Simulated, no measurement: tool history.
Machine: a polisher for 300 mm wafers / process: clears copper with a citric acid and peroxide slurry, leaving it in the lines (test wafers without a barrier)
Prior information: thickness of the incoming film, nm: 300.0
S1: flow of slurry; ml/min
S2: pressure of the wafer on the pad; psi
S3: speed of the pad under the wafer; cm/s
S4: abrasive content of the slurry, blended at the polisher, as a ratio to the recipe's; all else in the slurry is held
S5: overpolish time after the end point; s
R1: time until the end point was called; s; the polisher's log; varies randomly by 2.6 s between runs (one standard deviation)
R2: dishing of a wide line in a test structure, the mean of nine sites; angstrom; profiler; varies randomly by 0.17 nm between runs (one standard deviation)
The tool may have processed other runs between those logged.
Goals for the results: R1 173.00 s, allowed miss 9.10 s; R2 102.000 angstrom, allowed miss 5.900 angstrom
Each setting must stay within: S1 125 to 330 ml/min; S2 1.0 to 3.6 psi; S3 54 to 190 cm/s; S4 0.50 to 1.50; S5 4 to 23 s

run,hour,S1,S2,S3,S4,S5,R1,R2
1,0.0,210,2.3,122,1.00,12,150.41,171.270
2,1.4,210,2.3,122,0.80,12,157.91,160.760
3,10.2,210,2.8,122,0.80,12,129.38,198.110
4,17.9,210,3.1,122,0.80,12,117.11,220.470
5,20.7,210,3.1,106,0.80,12,130.99,187.220
6,21.5,210,3.1,106,0.80,16,136.05,248.980
7,30.1,215,2.9,104,0.80,14,146.69,203.630
8,31.8,215,2.8,102,0.80,12,153.81,165.810
9,37.7,215,2.8,102,0.80,12,150.31,173.370
10,40.5,215,2.8,102,0.80,12,157.66,166.540
11,44.2,215,2.7,102,0.80,10,158.91,138.150
12,47.6,215,2.4,102,0.80,7,178.65,86.603

Exercise: of the 5 proposed moves below, exactly one satisfies all targets within the stated allowed misses. Which move is it?
A,51.0,210,2.2,98,0.90,10,?,?
B,51.0,245,2.2,92,0.95,8,?,?
C,51.0,185,2.6,96,0.85,8,?,?
D,51.0,220,2.3,98,0.80,8,?,?
E,51.0,185,2.7,106,0.60,9,?,?

move,R1,R2
A,198.86,108.580
B,204.00,85.691
C,178.88,97.464
D,195.90,89.148
E,174.19,111.900
A: the result that was furthest off in the last run now lies on the other side of its target
B: further off than the last run
C: meets every target
D: no better and no worse than the last run
E: the result that was furthest off in the last run now lies on the other side of its target
The right move is C.

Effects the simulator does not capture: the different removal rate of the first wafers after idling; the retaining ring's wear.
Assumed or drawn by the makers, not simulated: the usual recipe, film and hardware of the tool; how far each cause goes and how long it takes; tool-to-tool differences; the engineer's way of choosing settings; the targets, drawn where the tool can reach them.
